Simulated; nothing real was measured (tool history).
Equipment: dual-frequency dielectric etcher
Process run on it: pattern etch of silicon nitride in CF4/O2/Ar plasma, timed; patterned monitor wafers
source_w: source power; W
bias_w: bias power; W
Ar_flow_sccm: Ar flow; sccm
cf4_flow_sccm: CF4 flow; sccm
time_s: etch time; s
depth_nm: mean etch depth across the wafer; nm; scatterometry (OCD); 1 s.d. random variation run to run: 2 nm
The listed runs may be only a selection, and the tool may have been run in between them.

run  hour  source_w  bias_w  Ar_flow_sccm  cf4_flow_sccm  time_s  depth_nm
  1     0       640      42            84            131   215.5    488.59
  2   5.1       640      37            84            131   215.5    469.37
  3    14       640      37            92            131   215.5    459.36
  4  15.1       610      37            92            131   215.5    442.41
  5  23.7       610      37            92            113   215.5    435.65
  6  30.1       590      37            92            113   215.5    428.06
  7  34.2       490      36            92            113   215.5    368.02

Forecast run 8:
  8  36.1       500      36            92            113   215.5         ?

Run 8 yielded depth_nm 372.36 nm.
